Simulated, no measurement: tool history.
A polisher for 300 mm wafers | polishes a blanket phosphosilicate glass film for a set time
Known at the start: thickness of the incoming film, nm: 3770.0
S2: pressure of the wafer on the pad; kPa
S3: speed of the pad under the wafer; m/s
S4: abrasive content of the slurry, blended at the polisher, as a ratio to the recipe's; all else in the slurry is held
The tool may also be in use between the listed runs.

run 1 hour=0 | flow_of_slurry_(ml/min)=145 S2=24.1 S3=0.82 S4=1 polishing_time_(s)=30 | film_removed_(nm)=207.58
run 2 hour=8.4 | flow_of_slurry_(ml/min)=145 S2=24.1 S3=0.82 S4=1 polishing_time_(s)=30 | film_removed_(nm)=204.39
run 3 hour=11 | flow_of_slurry_(ml/min)=145 S2=21.4 S3=0.82 S4=1 polishing_time_(s)=30 | film_removed_(nm)=184.11
run 4 hour=12.9 | flow_of_slurry_(ml/min)=145 S2=17.9 S3=0.82 S4=1 polishing_time_(s)=30 | film_removed_(nm)=158.88
run 5 hour=20.6 | flow_of_slurry_(ml/min)=155 S2=22.8 S3=0.82 S4=1 polishing_time_(s)=30 | film_removed_(nm)=196.25
run 6 hour=23.6 | flow_of_slurry_(ml/min)=155 S2=22.8 S3=0.82 S4=0.85 polishing_time_(s)=30 | film_removed_(nm)=190.36
run 7 hour=30.9 | flow_of_slurry_(ml/min)=165 S2=26.2 S3=0.82 S4=0.85 polishing_time_(s)=30 | film_removed_(nm)=216.17
run 8 hour=35.5 | flow_of_slurry_(ml/min)=170 S2=29 S3=0.84 S4=0.85 polishing_time_(s)=30 | film_removed_(nm)=243.8
run 9 hour=38.2 | flow_of_slurry_(ml/min)=170 S2=31 S3=0.86 S4=0.85 polishing_time_(s)=30 | film_removed_(nm)=264.24
run 10 hour=39.9 | flow_of_slurry_(ml/min)=175 S2=32.4 S3=0.88 S4=0.85 polishing_time_(s)=30 | film_removed_(nm)=279.37
run 11 hour=42.5 | flow_of_slurry_(ml/min)=180 S2=33.8 S3=0.9 S4=0.85 polishing_time_(s)=30 | film_removed_(nm)=293.96
run 12 hour=45.3 | flow_of_slurry_(ml/min)=180 S2=34.5 S3=0.94 S4=0.85 polishing_time_(s)=30 | film_removed_(nm)=308.97
run 13 hour=48.7 | flow_of_slurry_(ml/min)=180 S2=35.2 S3=0.96 S4=0.85 polishing_time_(s)=30 | film_removed_(nm)=324.21
run 14 hour=55.5 | flow_of_slurry_(ml/min)=180 S2=35.9 S3=0.98 S4=0.85 polishing_time_(s)=30 | film_removed_(nm)=331.95
run 15 hour=63.7 | flow_of_slurry_(ml/min)=185 S2=36.5 S3=0.98 S4=0.85 polishing_time_(s)=30 | film_removed_(nm)=341.65

Forecast run 16:
run 16 hour=70.6 | flow_of_slurry_(ml/min)=185 S2=36.5 S3=1 S4=0.85 polishing_time_(s)=30 | film_removed_(nm)=?

{"run 16": {"film removed (nm)": 345.11}}
